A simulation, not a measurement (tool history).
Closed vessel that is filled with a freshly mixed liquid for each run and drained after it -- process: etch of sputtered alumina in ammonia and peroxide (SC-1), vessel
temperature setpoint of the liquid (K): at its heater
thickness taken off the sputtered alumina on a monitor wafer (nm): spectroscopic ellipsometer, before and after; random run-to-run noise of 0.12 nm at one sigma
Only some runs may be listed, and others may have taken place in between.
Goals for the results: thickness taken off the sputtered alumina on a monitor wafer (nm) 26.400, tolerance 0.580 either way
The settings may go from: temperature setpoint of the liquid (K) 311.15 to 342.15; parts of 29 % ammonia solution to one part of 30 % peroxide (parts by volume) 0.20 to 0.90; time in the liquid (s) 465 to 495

run	day	temperature setpoint of the liquid (K)	parts of 29 % ammonia solution to one part of 30 % peroxide (parts by volume)	time in the liquid (s)	thickness taken off the sputtered alumina on a monitor wafer (nm)
1	0.000	326.15	0.50	465	38.297
2	0.133	326.15	0.50	465	38.541
3	0.308	324.15	0.50	465	34.567
4	0.496	322.65	0.50	465	31.746
5	0.875	321.65	0.50	465	30.223
6	0.958	320.65	0.50	465	28.404
7	1.062	320.15	0.50	465	27.485
8	1.429	320.15	0.50	465	27.745

4 candidate next runs follow, results not yet known. Just one meets every target within its allowed miss. Identify it.
A	1.796	320.15	0.40	490	?
B	1.796	318.15	0.50	495	?
C	1.796	319.15	0.50	495	?
D	1.796	320.15	0.45	470	?

move	thickness taken off the sputtered alumina on a monitor wafer (nm)
A	28.749
B	26.492
C	28.040
D	27.886
A: moves away from the targets compared with the last run
B: all results land within tolerance of their targets
C: moves away from the targets compared with the last run
D: moves away from the targets compared with the last run
Move B is the one to make.
